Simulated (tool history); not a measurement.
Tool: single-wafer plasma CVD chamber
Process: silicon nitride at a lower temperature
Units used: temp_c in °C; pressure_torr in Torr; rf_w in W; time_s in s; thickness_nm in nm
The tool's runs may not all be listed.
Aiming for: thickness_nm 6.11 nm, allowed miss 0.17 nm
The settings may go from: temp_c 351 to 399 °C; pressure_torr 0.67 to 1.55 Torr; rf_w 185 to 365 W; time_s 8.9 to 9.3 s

run	day	temp_c	pressure_torr	rf_w	time_s	thickness_nm
1	0	375	1.11	275	9.3	8.249
2	0.108	375	1.29	275	9.3	8.7468
3	0.446	366	1.29	275	9.3	8.8166
4	0.575	366	1.29	240	9.3	7.6441
5	0.721	366	1.18	235	9.3	7.3757
6	0.912	366	1.18	235	9.3	7.2932
7	0.983	366	1.09	230	9.3	6.9097
8	1.025	366	0.87	215	9.3	5.6949

Below are 5 possible settings for the next run. Only one of them brings all results inside the allowed miss of their targets. Which is it?
A	1.067	368	0.97	200	8.9	?
B	1.067	367	1.03	225	9.3	?
C	1.067	362	0.89	230	9.2	?
D	1.067	363	0.88	245	9.2	?
E	1.067	367	0.78	220	8.9	?

move	thickness_nm
A	5.3498
B	6.5783
C	6.16
D	6.5296
E	5.1734
A: lands further from the targets than the last run did
B: pushes the last run's worst result past its target
C: meets every target
D: pushes the last run's worst result past its target
E: lands further from the targets than the last run did
The right move is C.
